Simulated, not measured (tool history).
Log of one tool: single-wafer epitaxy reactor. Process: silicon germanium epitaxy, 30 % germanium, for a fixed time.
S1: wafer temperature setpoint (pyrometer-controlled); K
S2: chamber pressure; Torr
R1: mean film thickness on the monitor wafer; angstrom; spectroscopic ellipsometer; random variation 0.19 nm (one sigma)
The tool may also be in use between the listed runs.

run	day	S1	S2	R1
1	0.000	868.15	16.2	473.65
2	0.133	872.15	16.2	505.88
3	0.308	868.15	16.1	470.92
4	0.658	868.15	17.3	487.19
5	1.017	868.15	15.3	466.43
6	1.154	868.15	16.7	479.02
7	1.338	865.15	16.6	453.83
8	1.596	862.15	16.5	432.65

The next listed run, before its measurement:
9	1.821	860.15	16.5	?

Run 9 gave R1 415.66 angstrom.
